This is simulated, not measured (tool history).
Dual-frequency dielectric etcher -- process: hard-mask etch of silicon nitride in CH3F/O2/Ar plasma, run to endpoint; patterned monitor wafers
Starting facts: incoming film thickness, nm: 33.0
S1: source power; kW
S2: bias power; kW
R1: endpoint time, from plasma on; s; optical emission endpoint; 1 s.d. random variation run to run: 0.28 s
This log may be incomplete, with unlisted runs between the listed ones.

run 1 hour=0 | S1=0.34 S2=0.093 | R1=46.916
run 2 hour=0.5 | S1=0.31 S2=0.089 | R1=50.124
run 3 hour=6.7 | S1=0.31 S2=0.074 | R1=53.437
run 4 hour=13.9 | S1=0.36 S2=0.074 | R1=49.676
run 5 hour=15.6 | S1=0.36 S2=0.068 | R1=50.528
run 6 hour=20.5 | S1=0.36 S2=0.079 | R1=48.461
-- hour=23.4 wet clean of the chamber
run 7 hour=23.4 | S1=0.34 S2=0.078 | R1=51.427

Forecast run 8:
run 8 hour=25 | S1=0.33 S2=0.077 | R1=?

Run 8 produced R1 52.386 s.
